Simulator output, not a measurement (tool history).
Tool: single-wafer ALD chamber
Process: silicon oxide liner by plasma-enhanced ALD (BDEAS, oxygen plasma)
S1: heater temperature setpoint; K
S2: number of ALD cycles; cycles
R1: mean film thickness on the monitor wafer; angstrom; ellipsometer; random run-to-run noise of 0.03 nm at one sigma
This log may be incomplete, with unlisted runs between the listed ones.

Run 1, hour 0: S1 593.15 K, S2 68 cycles. Result: R1 65.476 angstrom.
Run 2, hour 7.9: S1 587.15 K, S2 68 cycles. Result: R1 66.929 angstrom.
Run 3, hour 16.4: S1 593.15 K, S2 68 cycles. Result: R1 66.082 angstrom.
Run 4, hour 23.2: S1 593.15 K, S2 78 cycles. Result: R1 76.268 angstrom.
Run 5, hour 24.3: S1 595.15 K, S2 74 cycles. Result: R1 71.71 angstrom.
At hour 31.7: thermocouple changed; heater temperature recalibrated.
Run 6, hour 31.7: S1 596.15 K, S2 71 cycles. Result: R1 67.205 angstrom.
Run 7, hour 34.3: S1 599.15 K, S2 70 cycles. Result: R1 66.757 angstrom.
Run 8, hour 38.8: S1 600.15 K, S2 68 cycles. Result: R1 64.512 angstrom.
Run 9, hour 41.5: S1 601.15 K, S2 66 cycles. Result: R1 63.01 angstrom.
Run 10, hour 49.7: S1 602.15 K, S2 65 cycles. Result: R1 61.792 angstrom.
Run 11, hour 57.5: S1 605.15 K, S2 58 cycles. Result: R1 55.124 angstrom.
Run 12, hour 58.7: S1 604.15 K, S2 58 cycles. Result: R1 54.594 angstrom.

Run 13 is up next; what results do you expect?
Run 13, hour 63.7: S1 603.15 K, S2 58 cycles. Result: R1 ?.

Run 13 measured R1 54.768 angstrom.
